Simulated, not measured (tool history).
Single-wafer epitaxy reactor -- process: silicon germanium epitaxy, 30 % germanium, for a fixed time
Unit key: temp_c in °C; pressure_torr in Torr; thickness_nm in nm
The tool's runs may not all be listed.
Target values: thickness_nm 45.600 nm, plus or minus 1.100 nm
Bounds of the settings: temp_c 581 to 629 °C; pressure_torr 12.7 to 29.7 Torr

| run | day | temp_c | pressure_torr | thickness_nm |
|---|---|---|---|---|
| 1 | 0.000 | 605 | 21.2 | 58.741 |
| 2 | 0.312 | 613 | 21.2 | 66.975 |
| 3 | 0.596 | 621 | 21.2 | 76.124 |
| 4 | 0.683 | 628 | 21.2 | 84.277 |
| 5 | 0.925 | 624 | 21.1 | 79.545 |
| 6 | 1.192 | 629 | 21.1 | 85.955 |
| 7 | 1.317 | 625 | 21.0 | 79.522 |
| 8 | 1.462 | 613 | 19.9 | 64.511 |
| 9 | 1.562 | 611 | 19.8 | 61.884 |
| 10 | 1.675 | 609 | 19.8 | 60.435 |
| 11 | 1.954 | 607 | 19.7 | 58.728 |
| 12 | 2.008 | 605 | 19.6 | 56.405 |
| 13 | 2.212 | 604 | 19.6 | 55.222 |

Exercise: of the 5 proposed moves below, exactly one satisfies all targets within the stated allowed misses. Which move is it?
| A | 2.417 | 603 | 14.6 | ? |
| B | 2.417 | 618 | 22.4 | ? |
| C | 2.417 | 618 | 15.6 | ? |
| D | 2.417 | 585 | 19.0 | ? |
| E | 2.417 | 603 | 16.3 | ? |

| move | thickness_nm |
|---|---|
| A | 45.276 |
| B | 74.509 |
| C | 60.082 |
| D | 39.758 |
| E | 48.685 |
A: meets every target
B: moves away from the targets compared with the last run
C: moves away from the targets compared with the last run
D: the result that was furthest off in the last run now lies on the other side of its target
E: closes in on the targets versus the last run, not all within tolerance yet
The right move is A.
